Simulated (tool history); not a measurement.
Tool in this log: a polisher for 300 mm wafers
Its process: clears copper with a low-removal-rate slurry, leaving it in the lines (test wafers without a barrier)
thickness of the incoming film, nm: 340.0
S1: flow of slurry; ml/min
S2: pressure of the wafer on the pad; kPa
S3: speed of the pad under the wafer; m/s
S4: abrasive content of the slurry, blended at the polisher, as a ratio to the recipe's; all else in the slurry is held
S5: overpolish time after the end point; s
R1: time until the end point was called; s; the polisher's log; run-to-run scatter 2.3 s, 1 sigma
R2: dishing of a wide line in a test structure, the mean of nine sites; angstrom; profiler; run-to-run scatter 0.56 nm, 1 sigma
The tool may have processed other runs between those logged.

run,hour,S1,S2,S3,S4,S5,R1,R2
1,0,285,14.5,1.02,1,19,168.56,222.7
2,3,285,14.5,0.88,1,19,181.22,197.92
3,4.8,285,15.9,0.92,1,20,163.33,225.55
4,13.2,285,15.9,0.92,0.9,20,166.94,227.19
5,22.2,285,15.9,0.92,1.05,20,154.34,223.04
6,24.4,240,15.9,0.92,1.05,20,170.03,222.67
7,33.2,245,17.2,0.94,1.05,21,141.18,247.03

Predict the results of run 8:
8,41.4,245,18.6,0.98,1.05,29,?,?

Run 8 came out at R1 136.43 s, R2 309.37 angstrom.

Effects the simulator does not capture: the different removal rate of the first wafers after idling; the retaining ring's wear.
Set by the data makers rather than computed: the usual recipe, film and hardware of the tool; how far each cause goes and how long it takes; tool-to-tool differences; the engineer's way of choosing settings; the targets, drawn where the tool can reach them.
